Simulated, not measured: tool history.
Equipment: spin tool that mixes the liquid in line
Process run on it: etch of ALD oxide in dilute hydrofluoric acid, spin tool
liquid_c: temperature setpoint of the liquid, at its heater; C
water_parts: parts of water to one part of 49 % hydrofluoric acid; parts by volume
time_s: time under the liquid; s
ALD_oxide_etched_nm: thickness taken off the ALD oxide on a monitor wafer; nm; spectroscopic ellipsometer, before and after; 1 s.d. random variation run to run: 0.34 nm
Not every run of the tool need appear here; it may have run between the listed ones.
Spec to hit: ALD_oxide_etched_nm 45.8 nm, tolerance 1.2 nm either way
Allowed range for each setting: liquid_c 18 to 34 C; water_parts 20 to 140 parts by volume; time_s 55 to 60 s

run 1 hour=0 | liquid_c=26 water_parts=75 time_s=55 | ALD_oxide_etched_nm=16.432
run 2 hour=0.8 | liquid_c=27 water_parts=70 time_s=55 | ALD_oxide_etched_nm=18.623
run 3 hour=9.7 | liquid_c=28 water_parts=65 time_s=55 | ALD_oxide_etched_nm=20.941
run 4 hour=11.1 | liquid_c=28 water_parts=65 time_s=55 | ALD_oxide_etched_nm=21.044
run 5 hour=16.5 | liquid_c=28.5 water_parts=60 time_s=55 | ALD_oxide_etched_nm=23.436
run 6 hour=20 | liquid_c=26.5 water_parts=60 time_s=55 | ALD_oxide_etched_nm=21.335
run 7 hour=20.7 | liquid_c=30.5 water_parts=30 time_s=55 | ALD_oxide_etched_nm=51.971
run 8 hour=26.5 | liquid_c=30 water_parts=30 time_s=55 | ALD_oxide_etched_nm=51.453
run 9 hour=32.7 | liquid_c=29.5 water_parts=30 time_s=55 | ALD_oxide_etched_nm=50.736
run 10 hour=39.2 | liquid_c=29 water_parts=30 time_s=55 | ALD_oxide_etched_nm=49.027
run 11 hour=47.3 | liquid_c=28 water_parts=30 time_s=55 | ALD_oxide_etched_nm=48.327

5 next moves are on the table. One of them brings every result within its allowed miss. Which?
run A hour=55.4 | liquid_c=23.5 water_parts=30 time_s=60 | ALD_oxide_etched_nm=?
run B hour=55.4 | liquid_c=26 water_parts=30 time_s=55 | ALD_oxide_etched_nm=?
run C hour=55.4 | liquid_c=27.5 water_parts=35 time_s=60 | ALD_oxide_etched_nm=?
run D hour=55.4 | liquid_c=29 water_parts=35 time_s=60 | ALD_oxide_etched_nm=?
run E hour=55.4 | liquid_c=30.5 water_parts=40 time_s=60 | ALD_oxide_etched_nm=?

move=A ALD_oxide_etched_nm=42.93
move=B ALD_oxide_etched_nm=43.666
move=C ALD_oxide_etched_nm=43.101
move=D ALD_oxide_etched_nm=45.791
move=E ALD_oxide_etched_nm=42.202
A: carries the result that was furthest off beyond its target, to the other side
B: carries the result that was furthest off beyond its target, to the other side
C: carries the result that was furthest off beyond its target, to the other side
D: every result lands within tolerance
E: carries the result that was furthest off beyond its target, to the other side
The move that meets every target is D.
